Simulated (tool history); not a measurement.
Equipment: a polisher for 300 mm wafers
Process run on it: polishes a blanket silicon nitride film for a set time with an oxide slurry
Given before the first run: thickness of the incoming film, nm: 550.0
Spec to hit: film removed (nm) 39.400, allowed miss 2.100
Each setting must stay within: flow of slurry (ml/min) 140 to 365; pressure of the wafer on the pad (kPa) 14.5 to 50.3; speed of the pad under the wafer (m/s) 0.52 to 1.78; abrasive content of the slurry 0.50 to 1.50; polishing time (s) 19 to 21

run    day  flow of slurry (ml/min)  pressure of the wafer on the pad (kPa)  speed of the pad under the wafer (m/s)  abrasive content of the slurry  polishing time (s)  film removed (nm)
  1  0.000                      235                                    32.4                                    1.14                            1.00                  21             24.159
  2  0.083                      235                                    33.8                                    1.14                            1.00                  21             24.594
  3  0.421                      235                                    35.9                                    1.14                            1.00                  21             26.582
  4  0.658                      265                                    35.9                                    1.14                            1.00                  21             27.271
  5  0.988                      265                                    35.9                                    1.36                            1.00                  21             30.446
  6  1.192                      265                                    36.5                                    1.36                            1.00                  21             32.044
  7  1.383                      265                                    37.2                                    1.36                            1.00                  21             32.488
  8  1.621                      265                                    37.9                                    1.36                            1.00                  21             33.309
  9  1.975                      265                                    38.6                                    1.36                            1.00                  21             33.890
 10  2.150                      265                                    39.3                                    1.36                            1.00                  21             34.672

5 next moves are on the table. One of them brings every result within its allowed miss. Which?
  A  2.325                      275                                    37.9                                    1.72                            1.05                  20                  ?
  B  2.325                      270                                    35.9                                    1.18                            1.15                  21                  ?
  C  2.325                      215                                    39.3                                    1.36                            1.20                  19                  ?
  D  2.325                      245                                    37.9                                    1.54                            0.90                  21                  ?
  E  2.325                      300                                    35.2                                    1.66                            0.95                  19                  ?

move  film removed (nm)
   A             37.694
   B             28.930
   C             31.648
   D             33.407
   E             31.216
A: in spec on every target
B: the biggest miss grows against the last run
C: the biggest miss grows against the last run
D: the biggest miss grows against the last run
E: the biggest miss grows against the last run
A meets every target.
